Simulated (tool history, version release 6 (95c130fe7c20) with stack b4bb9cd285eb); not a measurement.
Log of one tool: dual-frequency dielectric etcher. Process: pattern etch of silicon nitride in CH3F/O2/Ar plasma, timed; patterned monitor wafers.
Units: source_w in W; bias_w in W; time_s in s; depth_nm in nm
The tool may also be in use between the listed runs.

run 1 day=0.000 | source_w=550 bias_w=62 time_s=51.0 | depth_nm=41.025
run 2 day=0.296 | source_w=600 bias_w=63 time_s=51.0 | depth_nm=42.672
run 3 day=0.658 | source_w=600 bias_w=67 time_s=51.0 | depth_nm=43.581
run 4 day=0.925 | source_w=550 bias_w=67 time_s=51.0 | depth_nm=42.222
run 5 day=1.171 | source_w=550 bias_w=59 time_s=51.0 | depth_nm=40.469
run 6 day=1.408 | source_w=600 bias_w=61 time_s=51.0 | depth_nm=41.914

Forecast run 7:
run 7 day=1.617 | source_w=600 bias_w=61 time_s=51.0 | depth_nm=?

Run 7 gave depth_nm 42.060 nm.

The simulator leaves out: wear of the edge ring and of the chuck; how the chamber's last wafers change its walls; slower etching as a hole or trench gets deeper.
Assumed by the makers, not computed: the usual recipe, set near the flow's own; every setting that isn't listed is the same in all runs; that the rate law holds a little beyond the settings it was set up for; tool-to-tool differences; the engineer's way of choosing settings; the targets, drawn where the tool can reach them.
